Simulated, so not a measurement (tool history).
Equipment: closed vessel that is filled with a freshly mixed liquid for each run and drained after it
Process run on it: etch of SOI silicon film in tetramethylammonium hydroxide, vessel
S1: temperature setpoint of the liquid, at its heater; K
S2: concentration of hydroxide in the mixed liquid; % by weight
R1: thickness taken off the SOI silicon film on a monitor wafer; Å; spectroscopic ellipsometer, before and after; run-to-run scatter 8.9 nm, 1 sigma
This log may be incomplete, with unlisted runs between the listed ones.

Run 1, day 0.000: S1 345.15 K, S2 9.0 % by weight, time in the liquid (s) 85. Result: R1 6989.3 Å.
Run 2, day 0.083: S1 341.65 K, S2 9.0 % by weight, time in the liquid (s) 85. Result: R1 5621.5 Å.
Run 3, day 0.325: S1 344.15 K, S2 9.0 % by weight, time in the liquid (s) 85. Result: R1 6653.8 Å.
Run 4, day 0.408: S1 344.15 K, S2 9.5 % by weight, time in the liquid (s) 85. Result: R1 6476.0 Å.
Run 5, day 0.454: S1 344.15 K, S2 10.5 % by weight, time in the liquid (s) 85. Result: R1 6291.3 Å.
Run 6, day 0.558: S1 346.65 K, S2 10.5 % by weight, time in the liquid (s) 85. Result: R1 7266.5 Å.
Run 7, day 0.846: S1 348.65 K, S2 10.5 % by weight, time in the liquid (s) 85. Result: R1 8132.4 Å.
Run 8, day 1.125: S1 349.65 K, S2 10.5 % by weight, time in the liquid (s) 85. Result: R1 8531.4 Å.
Run 9, day 1.412: S1 350.65 K, S2 10.5 % by weight, time in the liquid (s) 85. Result: R1 9187.4 Å.

For run 10, what comes out?
Run 10, day 1.725: S1 351.15 K, S2 10.5 % by weight, time in the liquid (s) 85. Result: R1 ?.

{"run 10": {"R1": 9266.5}}
